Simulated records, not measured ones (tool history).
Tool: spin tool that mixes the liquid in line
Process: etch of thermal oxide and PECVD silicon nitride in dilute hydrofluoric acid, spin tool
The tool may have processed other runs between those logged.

run  hour  temperature setpoint of the liquid (C)  parts of water to one part of 49 % hydrofluoric acid (parts by volume)  time under the liquid (s)  thickness taken off the thermal oxide on a monitor wafer (nm)  thickness taken off the PECVD silicon nitride on a monitor wafer (nm)
  1   0.0                                    23.0                                                                      85                        130                                                         6.7592                                                                 2.6145
  2   4.9                                    23.0                                                                      75                        130                                                         7.7807                                                                 2.8616
  3   7.4                                    25.0                                                                      75                        130                                                         8.5348                                                                 3.2920
  4  15.4                                    25.5                                                                      70                        130                                                         9.3548                                                                 3.6163
  5  18.6                                    26.0                                                                      65                        130                                                        10.2640                                                                 3.9942
  6  23.4                                    26.0                                                                      65                        160                                                        12.7740                                                                 5.0233

Predict the results of run 7:
  7  25.8                                    26.0                                                                      60                        160                                                              ?                                                                      ?

Run 7 came out at thickness taken off the thermal oxide on a monitor wafer (nm) 13.6090, thickness taken off the PECVD silicon nitride on a monitor wafer (nm) 5.4659.
